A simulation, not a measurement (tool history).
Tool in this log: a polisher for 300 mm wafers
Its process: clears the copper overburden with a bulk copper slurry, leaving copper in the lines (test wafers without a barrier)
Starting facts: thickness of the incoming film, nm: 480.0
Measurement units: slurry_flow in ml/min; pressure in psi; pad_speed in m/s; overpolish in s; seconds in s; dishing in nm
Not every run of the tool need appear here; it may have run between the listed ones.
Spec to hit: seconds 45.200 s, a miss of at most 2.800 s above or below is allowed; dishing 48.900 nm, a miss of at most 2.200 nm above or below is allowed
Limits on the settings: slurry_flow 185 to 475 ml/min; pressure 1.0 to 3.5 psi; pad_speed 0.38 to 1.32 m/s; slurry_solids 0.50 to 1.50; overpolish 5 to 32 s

run  hour  slurry_flow  pressure  pad_speed  slurry_solids  overpolish  seconds  dishing
  1   0.0          305       2.2       0.84           1.00          16   89.229   51.351
  2   7.5          305       1.8       0.84           1.00          16  108.900   45.260
  3  15.4          305       1.8       0.84           1.00          21  109.920   52.794
  4  22.2          305       1.9       0.88           1.00          19   98.600   53.424
  5  23.5          310       2.1       0.90           1.05          17   83.514   54.494
  6  29.9          375       2.1       0.90           1.05          17   82.267   54.876
  7  36.7          390       2.2       0.92           1.10          15   76.926   54.167
  8  44.4          395       2.3       0.96           1.05          13   73.258   52.267
  9  46.2          405       2.3       0.98           1.10          12   69.150   49.591
 10  47.7          405       2.4       1.00           1.15          11   66.985   48.760
 11  52.2          410       2.5       1.02           1.15          10   61.626   50.215
 12  54.1          345       2.7       1.20           1.25           5   47.282   36.549
 13  61.8          360       2.7       1.20           1.25           5   47.230   36.634
 14  67.2          370       2.7       1.18           1.25           5   48.192   35.146
 15  70.5          380       2.8       1.16           1.20           5   48.521   35.121
 16  76.2          390       2.7       1.18           1.25           5   48.071   36.381
 17  85.0          395       2.7       1.16           1.25           6   47.397   40.889
 18  89.1          405       2.7       1.16           1.25           6   48.577   40.928

5 candidate next runs follow, results not yet known. Just one meets every target within its allowed miss. Identify it.
  A  93.2          430       3.4       1.18           1.05           7        ?        ?
  B  93.2          470       2.3       1.24           1.30          10        ?        ?
  C  93.2          355       3.0       1.10           1.20           9        ?        ?
  D  93.2          440       3.1       1.06           1.45           7        ?        ?
  E  93.2          440       2.6       1.02           1.40          10        ?        ?

move  seconds  dishing
   A   40.455   53.193
   B   52.863   53.782
   C   47.584   55.674
   D   44.816   49.097
   E   55.793   52.839
A: carries the result that was furthest off beyond its target, to the other side
B: carries the result that was furthest off beyond its target, to the other side
C: carries the result that was furthest off beyond its target, to the other side
D: in spec on every target
E: carries the result that was furthest off beyond its target, to the other side
D meets every target.
